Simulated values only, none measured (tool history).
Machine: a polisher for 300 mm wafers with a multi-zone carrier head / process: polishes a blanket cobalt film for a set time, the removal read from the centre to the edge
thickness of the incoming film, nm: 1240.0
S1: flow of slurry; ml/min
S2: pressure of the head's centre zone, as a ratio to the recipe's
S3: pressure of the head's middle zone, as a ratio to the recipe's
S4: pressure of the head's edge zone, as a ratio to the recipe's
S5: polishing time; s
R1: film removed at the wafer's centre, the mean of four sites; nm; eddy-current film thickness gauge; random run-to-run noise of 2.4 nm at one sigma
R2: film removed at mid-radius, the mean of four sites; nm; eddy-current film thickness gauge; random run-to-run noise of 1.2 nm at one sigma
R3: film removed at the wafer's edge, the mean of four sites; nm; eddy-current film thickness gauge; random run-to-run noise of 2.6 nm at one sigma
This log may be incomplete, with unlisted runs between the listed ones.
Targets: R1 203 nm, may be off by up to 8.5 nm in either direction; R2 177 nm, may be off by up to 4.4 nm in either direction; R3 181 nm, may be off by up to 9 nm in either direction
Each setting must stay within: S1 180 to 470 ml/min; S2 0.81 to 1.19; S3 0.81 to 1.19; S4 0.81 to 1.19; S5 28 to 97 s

run  hour   S1    S2    S3    S4  S5      R1      R2      R3
  1     0  300     1     1     1  62  292.81  286.39   292.9
  2   4.9  300  1.01  0.98  0.97  58  280.53  264.31  263.25
  3  10.4  295     1  0.95  0.96  55  253.76  246.17  246.46
  4  17.1  295  1.01  0.93  0.95  53  250.55  230.89  232.42
  5  18.4  290  1.01  0.91  0.94  52  244.59  224.05  233.94
  6  19.6  290  1.01  0.83  0.94  52  240.34   208.9  234.47
  7  26.9  290  1.01  0.83  0.92  50  241.21  199.23  225.04
  8  32.5  290  1.01  0.83  0.92  50  234.05  200.17  219.42
  9    33  290     1  0.83   0.9  49  229.61  197.84  208.81
 10  35.3  285     1  0.83  0.89  48   219.8  191.28  211.73
 11  37.2  300     1  0.83  0.88  47  214.65  190.84  209.15
 12  40.5  280     1  0.83  0.87  47  221.73  186.77  206.18
 13  48.8  285     1  0.84  0.86  46  219.86  186.68  199.34
 14    57  280  0.99  0.84  0.85  45  204.52  179.69  196.28

Pick the move, out of 4, that brings all results within their allowed miss; only one does.
  A  65.2  370  1.19  1.12  0.81  36   ?   ?   ?
  B  65.2  265  0.96  0.85  0.95  44   ?   ?   ?
  C  65.2  270  1.01  0.86  0.81  43   ?   ?   ?
  D  65.2  340  1.07  0.98  0.81  41   ?   ?   ?

move      R1      R2      R3
   A  204.91  185.82  153.54
   B   193.9  178.16  197.11
   C  199.96     176  179.49
   D  207.78  189.59  174.15
A: pushes the last run's worst result past its target
B: lands further from the targets than the last run did
C: each result inside its tolerance
D: the furthest-off result lands on target, but another misses its tolerance
So the answer is move C, the one that meets all the targets.
